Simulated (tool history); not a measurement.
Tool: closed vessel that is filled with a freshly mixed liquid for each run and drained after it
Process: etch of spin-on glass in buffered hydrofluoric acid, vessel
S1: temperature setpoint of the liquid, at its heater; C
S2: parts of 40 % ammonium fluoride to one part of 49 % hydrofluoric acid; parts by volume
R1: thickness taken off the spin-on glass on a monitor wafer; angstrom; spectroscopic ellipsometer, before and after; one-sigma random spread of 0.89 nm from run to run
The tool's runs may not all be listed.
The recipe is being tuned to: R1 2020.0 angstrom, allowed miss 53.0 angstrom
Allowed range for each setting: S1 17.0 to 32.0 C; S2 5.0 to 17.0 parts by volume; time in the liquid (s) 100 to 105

Run 1, hour 0.0: S1 25.0 C, S2 10.5 parts by volume, time in the liquid (s) 100. Result: R1 3015.4 angstrom.
Run 2, hour 5.1: S1 25.0 C, S2 10.5 parts by volume, time in the liquid (s) 105. Result: R1 3147.5 angstrom.
Run 3, hour 6.2: S1 25.0 C, S2 12.0 parts by volume, time in the liquid (s) 105. Result: R1 2750.7 angstrom.
Run 4, hour 7.9: S1 24.0 C, S2 12.0 parts by volume, time in the liquid (s) 105. Result: R1 2623.9 angstrom.
Run 5, hour 13.3: S1 24.0 C, S2 12.0 parts by volume, time in the liquid (s) 105. Result: R1 2614.3 angstrom.
Run 6, hour 16.9: S1 23.0 C, S2 12.0 parts by volume, time in the liquid (s) 105. Result: R1 2463.3 angstrom.
Run 7, hour 18.7: S1 23.0 C, S2 12.0 parts by volume, time in the liquid (s) 105. Result: R1 2457.0 angstrom.
Run 8, hour 24.5: S1 22.5 C, S2 12.0 parts by volume, time in the liquid (s) 105. Result: R1 2372.1 angstrom.

Of the 4 settings listed for the next run, only one would bring every result within its allowed miss of target. Which one?
Run A, hour 30.3: S1 21.0 C, S2 12.5 parts by volume, time in the liquid (s) 100. Result: R1 ?.
Run B, hour 30.3: S1 17.5 C, S2 9.5 parts by volume, time in the liquid (s) 100. Result: R1 ?.
Run C, hour 30.3: S1 23.0 C, S2 13.0 parts by volume, time in the liquid (s) 100. Result: R1 ?.
Run D, hour 30.3: S1 23.5 C, S2 9.0 parts by volume, time in the liquid (s) 100. Result: R1 ?.

move      R1
   A  2016.8
   B  2127.0
   C  2167.8
   D  3075.5
A: hits every target within its allowed miss
B: nearer than the last run, and not there yet
C: nearer than the last run, and not there yet
D: further off than the last run
Go with A: it meets all targets.

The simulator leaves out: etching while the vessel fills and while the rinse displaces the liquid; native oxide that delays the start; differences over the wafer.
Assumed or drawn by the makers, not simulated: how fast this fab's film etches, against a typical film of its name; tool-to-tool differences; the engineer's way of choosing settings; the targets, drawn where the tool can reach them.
